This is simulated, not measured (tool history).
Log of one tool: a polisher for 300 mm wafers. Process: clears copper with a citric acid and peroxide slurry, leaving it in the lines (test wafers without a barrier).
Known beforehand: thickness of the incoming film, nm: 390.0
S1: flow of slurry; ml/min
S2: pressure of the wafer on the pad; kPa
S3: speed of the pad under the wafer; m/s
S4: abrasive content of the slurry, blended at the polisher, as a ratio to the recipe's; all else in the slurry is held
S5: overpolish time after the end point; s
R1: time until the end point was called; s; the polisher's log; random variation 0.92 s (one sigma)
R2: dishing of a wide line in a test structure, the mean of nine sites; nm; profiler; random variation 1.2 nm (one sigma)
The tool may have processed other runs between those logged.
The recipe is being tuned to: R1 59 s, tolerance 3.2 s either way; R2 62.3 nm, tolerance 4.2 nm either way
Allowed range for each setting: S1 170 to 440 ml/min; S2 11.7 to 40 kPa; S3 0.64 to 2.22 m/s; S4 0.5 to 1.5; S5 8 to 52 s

run,hour,S1,S2,S3,S4,S5,R1,R2
1,0,280,25.5,1.42,1,26,99.281,50.381
2,2.9,280,29.6,1.44,1,25,88.025,51.713
3,10.7,280,33.1,1.5,1,25,75.407,56.215
4,16.7,280,35.2,1.52,1,25,70.43,56.316
5,17.7,280,36.5,1.54,1,26,68.946,60.439
6,26.5,280,32.4,1.54,1,26,73.979,57.784
7,30.2,280,34.5,1.56,1,26,70.191,59.174
8,38.6,280,35.9,1.58,1,26,66.959,61.826
9,45.6,280,37.2,1.58,1,25,63.021,63.04
10,54.6,280,38.6,1.6,1,22,62.213,57.257

5 candidate next runs follow, results not yet known. Just one meets every target within its allowed miss. Identify it.
A,63.6,290,40,1.84,1,21,?,?
B,63.6,250,40,1.82,1.2,15,?,?
C,63.6,345,40,1.76,1.15,23,?,?
D,63.6,300,40,1.8,1,15,?,?
E,63.6,175,29.6,2.22,0.9,25,?,?

move,R1,R2
A,51.585,61.231
B,49.739,53.942
C,50.998,63.417
D,52.592,52.481
E,59.291,61.051
A: puts the biggest miss on target and leaves a different result outside tolerance
B: the biggest miss grows against the last run
C: puts the biggest miss on target and leaves a different result outside tolerance
D: the biggest miss grows against the last run
E: in spec on every target
Answer: E

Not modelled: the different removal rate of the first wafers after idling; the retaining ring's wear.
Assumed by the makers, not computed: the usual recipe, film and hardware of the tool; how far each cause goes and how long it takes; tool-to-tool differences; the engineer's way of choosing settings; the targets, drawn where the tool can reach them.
